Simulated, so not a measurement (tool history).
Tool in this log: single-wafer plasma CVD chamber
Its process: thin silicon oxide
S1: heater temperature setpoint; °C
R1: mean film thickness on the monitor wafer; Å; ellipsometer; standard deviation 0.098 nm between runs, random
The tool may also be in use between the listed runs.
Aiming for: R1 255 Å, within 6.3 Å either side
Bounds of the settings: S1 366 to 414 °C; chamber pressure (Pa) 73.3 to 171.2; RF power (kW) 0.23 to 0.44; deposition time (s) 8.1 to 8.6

run 1 hour=0 | S1=390 chamber_pressure_(Pa)=122.3 RF_power_(kW)=0.335 deposition_time_(s)=8.6 | R1=204.75
run 2 hour=2.1 | S1=390 chamber_pressure_(Pa)=122.3 RF_power_(kW)=0.29 deposition_time_(s)=8.6 | R1=195.4
run 3 hour=3.2 | S1=390 chamber_pressure_(Pa)=122.3 RF_power_(kW)=0.265 deposition_time_(s)=8.6 | R1=190.84
run 4 hour=6.5 | S1=400 chamber_pressure_(Pa)=122.3 RF_power_(kW)=0.265 deposition_time_(s)=8.6 | R1=190.54
run 5 hour=7.3 | S1=400 chamber_pressure_(Pa)=122.3 RF_power_(kW)=0.295 deposition_time_(s)=8.6 | R1=196.68
run 6 hour=11.9 | S1=400 chamber_pressure_(Pa)=122.3 RF_power_(kW)=0.34 deposition_time_(s)=8.6 | R1=202.15
run 7 hour=20.9 | S1=400 chamber_pressure_(Pa)=132.7 RF_power_(kW)=0.345 deposition_time_(s)=8.6 | R1=217.71
run 8 hour=28.6 | S1=400 chamber_pressure_(Pa)=140.1 RF_power_(kW)=0.35 deposition_time_(s)=8.6 | R1=227.9
run 9 hour=36.5 | S1=400 chamber_pressure_(Pa)=145.7 RF_power_(kW)=0.35 deposition_time_(s)=8.6 | R1=231.33
run 10 hour=43.6 | S1=400 chamber_pressure_(Pa)=151.3 RF_power_(kW)=0.355 deposition_time_(s)=8.6 | R1=241.65

Of the 5 settings listed for the next run, only one would bring every result within its allowed miss of target. Which one?
run A hour=50.7 | S1=401 chamber_pressure_(Pa)=135.6 RF_power_(kW)=0.425 deposition_time_(s)=8.1 | R1=?
run B hour=50.7 | S1=405 chamber_pressure_(Pa)=160 RF_power_(kW)=0.32 deposition_time_(s)=8.6 | R1=?
run C hour=50.7 | S1=403 chamber_pressure_(Pa)=146.5 RF_power_(kW)=0.36 deposition_time_(s)=8.6 | R1=?
run D hour=50.7 | S1=400 chamber_pressure_(Pa)=159.5 RF_power_(kW)=0.38 deposition_time_(s)=8.6 | R1=?
run E hour=50.7 | S1=395 chamber_pressure_(Pa)=155.3 RF_power_(kW)=0.32 deposition_time_(s)=8.6 | R1=?

move=A R1=220.39
move=B R1=239.08
move=C R1=234.33
move=D R1=251.58
move=E R1=235.95
A: further off than the last run
B: further off than the last run
C: further off than the last run
D: hits every target within its allowed miss
E: further off than the last run
D meets every target.
